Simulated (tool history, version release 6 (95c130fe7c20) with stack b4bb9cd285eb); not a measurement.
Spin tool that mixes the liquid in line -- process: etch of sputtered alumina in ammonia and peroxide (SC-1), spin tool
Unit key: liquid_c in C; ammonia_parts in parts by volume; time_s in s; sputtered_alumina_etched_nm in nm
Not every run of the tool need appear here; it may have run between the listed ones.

run 1 hour=0.0 | liquid_c=50.0 ammonia_parts=0.55 time_s=165 | sputtered_alumina_etched_nm=8.9917
run 2 hour=1.1 | liquid_c=50.0 ammonia_parts=0.55 time_s=180 | sputtered_alumina_etched_nm=9.8298
run 3 hour=8.8 | liquid_c=47.5 ammonia_parts=0.55 time_s=180 | sputtered_alumina_etched_nm=8.5572
run 4 hour=17.7 | liquid_c=47.5 ammonia_parts=0.55 time_s=165 | sputtered_alumina_etched_nm=7.9653
run 5 hour=25.6 | liquid_c=47.5 ammonia_parts=0.70 time_s=165 | sputtered_alumina_etched_nm=7.9898
run 6 hour=26.3 | liquid_c=47.5 ammonia_parts=0.55 time_s=165 | sputtered_alumina_etched_nm=7.9941

Expected results for the next run?
run 7 hour=27.5 | liquid_c=45.5 ammonia_parts=0.55 time_s=165 | sputtered_alumina_etched_nm=?

sputtered_alumina_etched_nm: 6.9701 nm

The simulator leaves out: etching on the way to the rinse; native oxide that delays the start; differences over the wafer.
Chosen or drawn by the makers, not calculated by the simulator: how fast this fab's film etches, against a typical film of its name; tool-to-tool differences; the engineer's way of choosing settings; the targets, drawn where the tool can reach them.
